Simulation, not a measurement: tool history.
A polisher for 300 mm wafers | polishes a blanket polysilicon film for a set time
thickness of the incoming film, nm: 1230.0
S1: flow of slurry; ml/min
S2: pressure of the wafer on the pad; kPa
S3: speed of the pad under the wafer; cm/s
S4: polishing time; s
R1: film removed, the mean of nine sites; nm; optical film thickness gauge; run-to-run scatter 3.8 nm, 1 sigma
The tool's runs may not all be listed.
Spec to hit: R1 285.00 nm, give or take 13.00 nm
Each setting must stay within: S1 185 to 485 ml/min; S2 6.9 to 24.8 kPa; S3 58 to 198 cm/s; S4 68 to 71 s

run,hour,S1,S2,S3,S4,R1
1,0.0,310,15.9,128,68,525.04
2,3.8,310,13.8,126,68,472.11
3,6.9,310,12.4,122,68,419.61
4,13.8,310,12.4,136,68,477.37
5,22.5,310,11.0,130,68,403.47
6,26.2,310,10.3,128,68,393.23
7,30.9,310,9.7,124,68,365.86
8,31.4,310,9.0,122,68,340.55
9,32.5,310,8.3,120,68,314.98
10,36.6,310,7.6,120,68,300.82

5 next moves are on the table. One of them brings every result within its allowed miss. Which?
A,40.7,330,10.3,108,70,?
B,40.7,345,8.3,118,69,?
C,40.7,385,6.9,120,68,?
D,40.7,290,9.0,106,71,?
E,40.7,220,9.0,116,71,?

move,R1
A,344.24
B,321.67
C,291.72
D,308.83
E,326.46
A: its largest miss is bigger than the last run's
B: its largest miss is bigger than the last run's
C: all results in spec
D: its largest miss is bigger than the last run's
E: its largest miss is bigger than the last run's
Answer: C
